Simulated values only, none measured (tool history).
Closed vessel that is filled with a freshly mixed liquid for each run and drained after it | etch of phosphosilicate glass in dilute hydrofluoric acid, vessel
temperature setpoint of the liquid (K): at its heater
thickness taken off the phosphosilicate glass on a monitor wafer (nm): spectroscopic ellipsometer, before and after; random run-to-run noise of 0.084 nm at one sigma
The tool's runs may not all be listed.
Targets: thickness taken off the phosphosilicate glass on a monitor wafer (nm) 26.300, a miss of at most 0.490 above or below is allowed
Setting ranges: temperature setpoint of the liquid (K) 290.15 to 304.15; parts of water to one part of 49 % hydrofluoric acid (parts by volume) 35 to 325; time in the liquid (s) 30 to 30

| run | day | temperature setpoint of the liquid (K) | parts of water to one part of 49 % hydrofluoric acid (parts by volume) | time in the liquid (s) | thickness taken off the phosphosilicate glass on a monitor wafer (nm) |
|---|---|---|---|---|---|
| 1 | 0.000 | 296.15 | 180 | 30 | 22.433 |
| 2 | 0.346 | 297.65 | 180 | 30 | 23.841 |
| 3 | 0.633 | 297.65 | 215 | 30 | 19.207 |
| 4 | 0.679 | 299.15 | 215 | 30 | 20.292 |
| 5 | 0.917 | 300.65 | 210 | 30 | 22.165 |
| 6 | 1.096 | 300.65 | 150 | 30 | 33.077 |
| 7 | 1.325 | 299.15 | 150 | 30 | 31.115 |
| 8 | 1.567 | 297.65 | 150 | 30 | 29.614 |
| 9 | 1.654 | 296.65 | 150 | 30 | 28.401 |
| 10 | 1.954 | 296.65 | 150 | 30 | 28.326 |

Which of these 5 next moves meets every target?
| A | 2.254 | 297.65 | 145 | 30 | ? |
| B | 2.254 | 297.15 | 155 | 30 | ? |
| C | 2.254 | 299.15 | 150 | 30 | ? |
| D | 2.254 | 297.65 | 140 | 30 | ? |
| E | 2.254 | 299.65 | 175 | 30 | ? |

| move | thickness taken off the phosphosilicate glass on a monitor wafer (nm) |
|---|---|
| A | 30.809 |
| B | 27.954 |
| C | 31.334 |
| D | 32.096 |
| E | 26.562 |
A: lands further from the targets than the last run did
B: closer than the last run, but not yet in spec
C: lands further from the targets than the last run did
D: lands further from the targets than the last run did
E: hits every target within its allowed miss
So the answer is move E, the one that meets all the targets.
